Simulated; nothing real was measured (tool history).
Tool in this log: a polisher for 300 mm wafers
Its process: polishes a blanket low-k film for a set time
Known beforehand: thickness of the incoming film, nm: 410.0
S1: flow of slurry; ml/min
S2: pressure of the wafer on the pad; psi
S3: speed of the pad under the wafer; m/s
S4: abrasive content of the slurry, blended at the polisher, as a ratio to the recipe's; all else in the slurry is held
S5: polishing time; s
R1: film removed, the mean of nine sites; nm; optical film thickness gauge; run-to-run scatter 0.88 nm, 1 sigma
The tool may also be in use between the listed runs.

Run 1, hour 0.0: S1 295 ml/min, S2 2.0 psi, S3 1.18 m/s, S4 1.0, S5 125 s. Result: R1 60.845 nm.
Run 2, hour 2.3: S1 295 ml/min, S2 1.5 psi, S3 1.18 m/s, S4 1.0, S5 125 s. Result: R1 48.030 nm.
Run 3, hour 10.4: S1 295 ml/min, S2 1.7 psi, S3 1.18 m/s, S4 1.0, S5 125 s. Result: R1 52.735 nm.
Run 4, hour 13.0: S1 295 ml/min, S2 1.7 psi, S3 1.18 m/s, S4 1.0, S5 125 s. Result: R1 53.123 nm.
Run 5, hour 21.4: S1 295 ml/min, S2 1.7 psi, S3 1.18 m/s, S4 1.0, S5 130 s. Result: R1 56.214 nm.
Run 6, hour 25.8: S1 295 ml/min, S2 1.8 psi, S3 1.18 m/s, S4 1.0, S5 130 s. Result: R1 58.449 nm.
Run 7, hour 29.3: S1 295 ml/min, S2 1.9 psi, S3 1.18 m/s, S4 1.0, S5 130 s. Result: R1 60.252 nm.
Run 8, hour 37.4: S1 295 ml/min, S2 2.0 psi, S3 1.18 m/s, S4 1.0, S5 130 s. Result: R1 62.926 nm.

Forecast run 9:
Run 9, hour 42.8: S1 295 ml/min, S2 2.1 psi, S3 1.18 m/s, S4 1.0, S5 130 s. Result: R1 ?.

{"run 9": {"R1": 64.655}}
